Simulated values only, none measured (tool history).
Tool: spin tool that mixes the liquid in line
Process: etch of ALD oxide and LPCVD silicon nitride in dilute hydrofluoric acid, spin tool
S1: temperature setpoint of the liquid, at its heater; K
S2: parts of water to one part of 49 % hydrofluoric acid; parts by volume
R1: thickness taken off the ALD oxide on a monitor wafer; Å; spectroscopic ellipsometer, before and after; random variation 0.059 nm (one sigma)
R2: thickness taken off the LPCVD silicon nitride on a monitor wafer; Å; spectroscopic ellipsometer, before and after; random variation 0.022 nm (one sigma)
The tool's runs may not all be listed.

run 1 hour=0.0 | S1=298.15 S2=75 time_under_the_liquid_(s)=30 | R1=109.68 R2=1.7185
run 2 hour=5.8 | S1=298.15 S2=75 time_under_the_liquid_(s)=40 | R1=147.55 R2=2.5937
run 3 hour=7.4 | S1=298.15 S2=55 time_under_the_liquid_(s)=40 | R1=207.93 R2=4.5400
run 4 hour=8.7 | S1=298.15 S2=55 time_under_the_liquid_(s)=55 | R1=282.59 R2=4.8598
run 5 hour=11.3 | S1=300.15 S2=55 time_under_the_liquid_(s)=55 | R1=305.75 R2=6.4339
run 6 hour=15.5 | S1=298.15 S2=80 time_under_the_liquid_(s)=55 | R1=186.34 R2=2.5411

Run 7 comes next. What will it give?
run 7 hour=21.7 | S1=296.65 S2=90 time_under_the_liquid_(s)=55 | R1=? R2=?

{"run 7": {"R1": 154.61, "R2": 2.8016}}
